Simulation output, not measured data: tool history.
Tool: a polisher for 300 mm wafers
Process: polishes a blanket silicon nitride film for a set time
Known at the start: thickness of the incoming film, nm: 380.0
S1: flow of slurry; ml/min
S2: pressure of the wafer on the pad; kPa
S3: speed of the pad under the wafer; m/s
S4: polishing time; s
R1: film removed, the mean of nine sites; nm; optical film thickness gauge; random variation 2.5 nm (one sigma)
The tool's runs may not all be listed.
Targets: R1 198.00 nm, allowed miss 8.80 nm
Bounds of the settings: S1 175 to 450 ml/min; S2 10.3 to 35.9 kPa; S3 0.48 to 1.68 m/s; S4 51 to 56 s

run,day,S1,S2,S3,S4,R1
1,0.000,290,22.8,1.08,56,105.41
2,0.338,290,22.8,1.08,51,100.11
3,0.408,290,26.2,1.12,51,115.31
4,0.504,290,31.0,1.12,51,137.19
5,0.796,255,31.0,1.12,51,137.13
6,0.875,255,32.4,1.18,51,146.26
7,1.246,255,33.1,1.26,52,159.87
8,1.533,255,33.8,1.30,52,165.31
9,1.683,255,34.5,1.34,52,175.35
10,1.962,255,35.2,1.36,52,174.12
11,2.071,255,35.2,1.40,53,183.21
12,2.267,255,35.2,1.42,53,187.02

5 next moves are on the table. One of them brings every result within its allowed miss. Which?
A,2.462,250,35.9,1.56,56,?
B,2.462,240,35.9,1.58,56,?
C,2.462,285,35.9,1.44,55,?
D,2.462,315,35.9,1.58,56,?
E,2.462,260,35.2,1.40,51,?

move,R1
A,214.23
B,215.40
C,201.37
D,219.71
E,178.61
A: takes the result that was furthest off past its target
B: takes the result that was furthest off past its target
C: meets every target
D: takes the result that was furthest off past its target
E: further off than the last run
The right move is C.
